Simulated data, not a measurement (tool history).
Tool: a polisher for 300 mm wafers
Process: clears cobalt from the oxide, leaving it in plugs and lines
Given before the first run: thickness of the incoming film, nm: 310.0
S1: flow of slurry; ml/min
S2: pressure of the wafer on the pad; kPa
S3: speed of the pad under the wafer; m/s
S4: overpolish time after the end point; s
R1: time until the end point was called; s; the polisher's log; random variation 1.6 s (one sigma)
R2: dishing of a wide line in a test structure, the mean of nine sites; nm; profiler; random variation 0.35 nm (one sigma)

run	hour	S1	S2	S3	S4	R1	R2
1	0	125	14.5	0.76	21	68.102	45.083
2	5.6	125	14.5	0.88	21	60.218	49.808
3	10.4	125	14.5	0.88	17	58.848	44.337
4	15.2	125	14.5	0.88	20	59.103	46.881
5	17.1	145	14.5	0.88	20	57.423	49.554
6	18.2	135	14.5	0.78	18	63.856	43.45
7	24.9	125	13.8	0.7	16	76.65	38.223
8	29.6	115	13.8	0.64	14	83.107	33.523
9	33.9	110	13.8	0.58	13	94.266	29.212
10	40	105	14.5	0.54	12	95.261	26.73
11	42.7	100	14.5	0.5	11	106.52	25.412
12	45.2	135	10.3	0.64	6	109.28	14.189
13	52.7	130	10.3	0.64	6	110.2	13.974
14	58.5	130	10.3	0.64	6	109.79	14.469
15	66.2	125	10.3	0.64	6	109	14.197

What does the tool deliver on the next run?
16	67.1	125	10.3	0.64	7	?	?

{"run 16": {"R1": 111.44, "R2": 16.117}}
